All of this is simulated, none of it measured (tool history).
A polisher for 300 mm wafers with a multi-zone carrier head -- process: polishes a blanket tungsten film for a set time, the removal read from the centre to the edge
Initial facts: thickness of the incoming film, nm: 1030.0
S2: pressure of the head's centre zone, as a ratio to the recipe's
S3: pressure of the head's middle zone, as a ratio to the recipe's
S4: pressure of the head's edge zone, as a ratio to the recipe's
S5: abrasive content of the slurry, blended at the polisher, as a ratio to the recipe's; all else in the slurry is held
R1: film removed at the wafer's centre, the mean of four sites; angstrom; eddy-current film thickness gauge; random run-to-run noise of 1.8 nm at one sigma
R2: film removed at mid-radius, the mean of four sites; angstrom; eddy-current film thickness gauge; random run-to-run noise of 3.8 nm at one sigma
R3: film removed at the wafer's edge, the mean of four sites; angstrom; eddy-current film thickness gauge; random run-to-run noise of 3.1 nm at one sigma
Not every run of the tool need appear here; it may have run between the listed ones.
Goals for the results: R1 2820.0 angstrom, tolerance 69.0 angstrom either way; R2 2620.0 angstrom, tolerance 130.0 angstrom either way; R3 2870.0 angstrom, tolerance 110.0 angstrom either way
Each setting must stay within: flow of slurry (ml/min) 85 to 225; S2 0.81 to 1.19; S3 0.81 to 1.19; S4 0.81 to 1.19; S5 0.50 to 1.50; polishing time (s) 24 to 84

run 1 hour=0.0 | flow_of_slurry_(ml/min)=145 S2=1.00 S3=1.00 S4=1.00 S5=1.00 polishing_time_(s)=54 | R1=3215.5 R2=3165.6 R3=3149.8
run 2 hour=6.1 | flow_of_slurry_(ml/min)=140 S2=1.00 S3=0.99 S4=0.99 S5=1.00 polishing_time_(s)=54 | R1=3179.7 R2=3084.8 R3=3026.7
run 3 hour=11.4 | flow_of_slurry_(ml/min)=140 S2=1.00 S3=0.99 S4=0.91 S5=1.00 polishing_time_(s)=54 | R1=3207.4 R2=3043.5 R3=2984.6
run 4 hour=20.1 | flow_of_slurry_(ml/min)=140 S2=1.00 S3=0.99 S4=0.91 S5=1.00 polishing_time_(s)=49 | R1=2898.8 R2=2834.5 R3=2707.5
run 5 hour=26.2 | flow_of_slurry_(ml/min)=140 S2=1.00 S3=0.98 S4=0.93 S5=1.00 polishing_time_(s)=49 | R1=2883.2 R2=2872.8 R3=2726.8
run 6 hour=28.3 | flow_of_slurry_(ml/min)=140 S2=1.00 S3=0.98 S4=0.93 S5=1.00 polishing_time_(s)=61 | R1=3606.1 R2=3553.8 R3=3343.8
run 7 hour=31.5 | flow_of_slurry_(ml/min)=135 S2=1.00 S3=0.96 S4=0.95 S5=0.95 polishing_time_(s)=61 | R1=3552.1 R2=3468.6 R3=3297.3
run 8 hour=33.3 | flow_of_slurry_(ml/min)=135 S2=1.00 S3=0.94 S4=0.98 S5=0.90 polishing_time_(s)=60 | R1=3400.2 R2=3261.0 R3=3338.1
run 9 hour=39.5 | flow_of_slurry_(ml/min)=130 S2=1.00 S3=0.93 S4=0.97 S5=0.85 polishing_time_(s)=60 | R1=3335.7 R2=3253.1 R3=3144.2
run 10 hour=45.6 | flow_of_slurry_(ml/min)=115 S2=0.96 S3=0.83 S4=1.07 S5=0.70 polishing_time_(s)=55 | R1=2688.9 R2=2402.9 R3=2894.3

4 next moves are on the table. One of them brings every result within its allowed miss. Which?
run A hour=51.7 | flow_of_slurry_(ml/min)=125 S2=0.90 S3=0.93 S4=1.03 S5=0.75 polishing_time_(s)=51 | R1=? R2=? R3=?
run B hour=51.7 | flow_of_slurry_(ml/min)=105 S2=0.99 S3=0.89 S4=1.00 S5=0.75 polishing_time_(s)=56 | R1=? R2=? R3=?
run C hour=51.7 | flow_of_slurry_(ml/min)=120 S2=1.03 S3=0.81 S4=1.11 S5=0.55 polishing_time_(s)=56 | R1=? R2=? R3=?
run D hour=51.7 | flow_of_slurry_(ml/min)=130 S2=0.87 S3=0.94 S4=1.08 S5=0.70 polishing_time_(s)=55 | R1=? R2=? R3=?

move=A R1=2502.3 R2=2552.4 R3=2717.9
move=B R1=2831.0 R2=2569.1 R3=2844.3
move=C R1=2877.5 R2=2317.7 R3=2884.5
move=D R1=2607.7 R2=2764.3 R3=2975.7
A: its largest miss is bigger than the last run's
B: meets every target
C: puts the biggest miss on target and leaves a different result outside tolerance
D: its largest miss is bigger than the last run's
Answer: B
